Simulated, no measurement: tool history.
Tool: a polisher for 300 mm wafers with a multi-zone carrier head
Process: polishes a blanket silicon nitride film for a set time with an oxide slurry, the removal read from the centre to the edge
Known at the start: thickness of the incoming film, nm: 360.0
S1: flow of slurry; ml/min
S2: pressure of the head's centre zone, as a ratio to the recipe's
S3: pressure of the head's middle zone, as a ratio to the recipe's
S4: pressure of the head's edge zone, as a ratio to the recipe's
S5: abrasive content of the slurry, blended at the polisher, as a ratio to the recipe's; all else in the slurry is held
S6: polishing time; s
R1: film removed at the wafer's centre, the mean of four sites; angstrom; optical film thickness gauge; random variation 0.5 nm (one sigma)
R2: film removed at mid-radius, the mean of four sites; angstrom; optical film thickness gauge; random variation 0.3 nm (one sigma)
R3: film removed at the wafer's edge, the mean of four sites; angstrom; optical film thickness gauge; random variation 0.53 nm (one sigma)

| run | hour | S1 | S2 | S3 | S4 | S5 | S6 | R1 | R2 | R3 |
|---|---|---|---|---|---|---|---|---|---|---|
| 1 | 0 | 190 | 1 | 1 | 1 | 1 | 85 | 445.91 | 467.74 | 455.94 |
| 2 | 7.9 | 190 | 1 | 1 | 1 | 1 | 67 | 352.53 | 365.61 | 359.56 |
| 3 | 16.8 | 165 | 1 | 1 | 1 | 1 | 67 | 342.53 | 354.23 | 352.45 |
| 4 | 21.5 | 180 | 1.03 | 0.99 | 1.03 | 1.1 | 67 | 375.34 | 371.54 | 382.03 |
| 5 | 23.4 | 195 | 1.06 | 0.98 | 1.04 | 1.15 | 67 | 400.14 | 383.03 | 397.03 |
| 6 | 25.6 | 195 | 1.06 | 0.98 | 1.04 | 1 | 67 | 381.25 | 359.11 | 361.68 |
|  | 29.6 | worn pad replaced by a new one |
| 7 | 29.6 | 245 | 1.16 | 0.9 | 1 | 1.25 | 72 | 557.58 | 454.1 | 482.46 |

Forecast run 8:
| 8 | 30.2 | 250 | 1.16 | 0.89 | 1.01 | 1.25 | 72 | ? | ? | ? |

Run 8 gave R1 568.37 angstrom, R2 449.71 angstrom, R3 493.6 angstrom.
